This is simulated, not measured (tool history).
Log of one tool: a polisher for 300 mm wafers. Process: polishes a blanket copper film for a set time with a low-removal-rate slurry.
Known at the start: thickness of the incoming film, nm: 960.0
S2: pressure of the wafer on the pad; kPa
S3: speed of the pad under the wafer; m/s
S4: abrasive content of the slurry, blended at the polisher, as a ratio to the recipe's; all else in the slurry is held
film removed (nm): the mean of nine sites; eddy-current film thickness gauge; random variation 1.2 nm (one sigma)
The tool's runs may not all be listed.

Run 1, hour 0: flow of slurry (ml/min) 225, S2 17.2 kPa, S3 1.28 m/s, S4 1, polishing time (s) 65. Result: film removed (nm) 235.36.
Run 2, hour 6.4: flow of slurry (ml/min) 225, S2 18.6 kPa, S3 1.28 m/s, S4 1, polishing time (s) 65. Result: film removed (nm) 252.8.
Run 3, hour 9.7: flow of slurry (ml/min) 225, S2 18.6 kPa, S3 1.56 m/s, S4 1, polishing time (s) 65. Result: film removed (nm) 305.6.
Run 4, hour 14.2: flow of slurry (ml/min) 225, S2 18.6 kPa, S3 1.56 m/s, S4 1.2, polishing time (s) 65. Result: film removed (nm) 324.13.
Run 5, hour 19.1: flow of slurry (ml/min) 225, S2 18.6 kPa, S3 1.56 m/s, S4 1.2, polishing time (s) 69. Result: film removed (nm) 342.04.
At hour 24.5: head pressure recalibrated.
Run 6, hour 24.5: flow of slurry (ml/min) 225, S2 18.6 kPa, S3 1.72 m/s, S4 1.2, polishing time (s) 69. Result: film removed (nm) 337.11.
Run 7, hour 30.1: flow of slurry (ml/min) 220, S2 16.5 kPa, S3 1.7 m/s, S4 1.2, polishing time (s) 69. Result: film removed (nm) 301.05.
Run 8, hour 33.3: flow of slurry (ml/min) 215, S2 15.2 kPa, S3 1.7 m/s, S4 1.2, polishing time (s) 69. Result: film removed (nm) 274.37.
Run 9, hour 35.9: flow of slurry (ml/min) 210, S2 13.8 kPa, S3 1.7 m/s, S4 1.2, polishing time (s) 69. Result: film removed (nm) 250.2.
Run 10, hour 36.5: flow of slurry (ml/min) 205, S2 12.4 kPa, S3 1.7 m/s, S4 1.2, polishing time (s) 69. Result: film removed (nm) 223.78.
Run 11, hour 39.5: flow of slurry (ml/min) 200, S2 11.7 kPa, S3 1.7 m/s, S4 1.2, polishing time (s) 69. Result: film removed (nm) 208.68.
Run 12, hour 48.5: flow of slurry (ml/min) 190, S2 11.7 kPa, S3 1.7 m/s, S4 1.2, polishing time (s) 69. Result: film removed (nm) 211.47.
Run 13, hour 57.1: flow of slurry (ml/min) 190, S2 11 kPa, S3 1.7 m/s, S4 1.2, polishing time (s) 69. Result: film removed (nm) 199.02.
Run 14, hour 64: flow of slurry (ml/min) 185, S2 11 kPa, S3 1.7 m/s, S4 1.2, polishing time (s) 69. Result: film removed (nm) 197.41.

The next listed run, before its measurement:
Run 15, hour 68.5: flow of slurry (ml/min) 180, S2 11 kPa, S3 1.7 m/s, S4 1.2, polishing time (s) 69. Result: film removed (nm) ?.

film removed (nm): 194.8
